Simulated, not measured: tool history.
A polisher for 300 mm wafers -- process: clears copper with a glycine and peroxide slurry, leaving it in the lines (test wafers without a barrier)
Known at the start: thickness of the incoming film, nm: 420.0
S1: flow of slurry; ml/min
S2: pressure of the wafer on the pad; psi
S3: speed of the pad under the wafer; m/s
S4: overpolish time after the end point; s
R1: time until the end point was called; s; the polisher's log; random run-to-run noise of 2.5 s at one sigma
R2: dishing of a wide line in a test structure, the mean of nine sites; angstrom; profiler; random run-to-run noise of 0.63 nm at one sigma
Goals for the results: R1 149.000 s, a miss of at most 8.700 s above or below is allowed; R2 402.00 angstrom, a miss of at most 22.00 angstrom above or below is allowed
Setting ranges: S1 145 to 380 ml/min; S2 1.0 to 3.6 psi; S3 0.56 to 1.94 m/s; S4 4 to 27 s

run	hour	S1	S2	S3	S4	R1	R2
1	0.0	245	2.3	1.24	14	97.933	468.38
2	7.0	245	2.8	1.24	14	85.205	504.51
3	11.0	245	2.4	1.20	15	98.036	487.12
4	12.3	245	2.4	1.20	17	95.166	517.34
5	20.5	245	2.4	0.88	17	123.300	444.85
6	22.8	245	2.4	0.56	17	172.620	345.03
7	28.6	245	2.5	0.56	17	168.270	352.64
8	32.6	245	2.6	0.56	17	167.210	361.03
9	34.3	245	2.7	0.56	17	163.160	351.49

Pick the move, out of 4, that brings all results within their allowed miss; only one does.
A	36.0	240	2.9	0.62	15	?	?
B	36.0	290	3.0	0.58	18	?	?
C	36.0	225	2.3	0.56	21	?	?
D	36.0	260	2.6	0.56	17	?	?

move	R1	R2
A	147.230	343.61
B	149.870	397.02
C	176.280	394.72
D	165.440	347.25
A: the biggest miss grows against the last run
B: hits every target within its allowed miss
C: puts the biggest miss on target and leaves a different result outside tolerance
D: the biggest miss grows against the last run
The right move is B.
